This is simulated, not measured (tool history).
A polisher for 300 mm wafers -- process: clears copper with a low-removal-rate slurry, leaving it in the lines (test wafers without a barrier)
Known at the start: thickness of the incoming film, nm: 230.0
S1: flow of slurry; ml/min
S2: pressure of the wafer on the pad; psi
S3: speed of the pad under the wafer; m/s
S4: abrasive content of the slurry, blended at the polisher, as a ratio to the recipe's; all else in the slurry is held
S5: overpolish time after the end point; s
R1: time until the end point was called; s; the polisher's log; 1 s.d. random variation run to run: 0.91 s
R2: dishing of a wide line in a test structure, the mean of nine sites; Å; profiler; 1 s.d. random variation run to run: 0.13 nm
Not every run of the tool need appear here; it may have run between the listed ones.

run,hour,S1,S2,S3,S4,S5,R1,R2
1,0.0,230,2.4,0.90,1.00,17,103.730,233.44
2,2.4,230,2.4,1.08,1.00,17,84.973,277.71
3,9.1,230,2.0,1.14,0.95,13,97.751,193.43
4,13.6,260,2.0,1.14,0.95,13,96.401,198.81
5,18.7,260,1.6,1.14,0.95,13,114.830,164.35
6,26.3,220,1.4,1.24,1.05,10,119.550,124.05
7,28.2,220,1.4,1.24,1.05,10,118.440,126.21

Estimate the outcome of run 8 from the log above:
8,28.8,195,1.4,1.30,1.20,8,?,?

Run 8 came out at R1 112.030 s, R2 111.56 Å.

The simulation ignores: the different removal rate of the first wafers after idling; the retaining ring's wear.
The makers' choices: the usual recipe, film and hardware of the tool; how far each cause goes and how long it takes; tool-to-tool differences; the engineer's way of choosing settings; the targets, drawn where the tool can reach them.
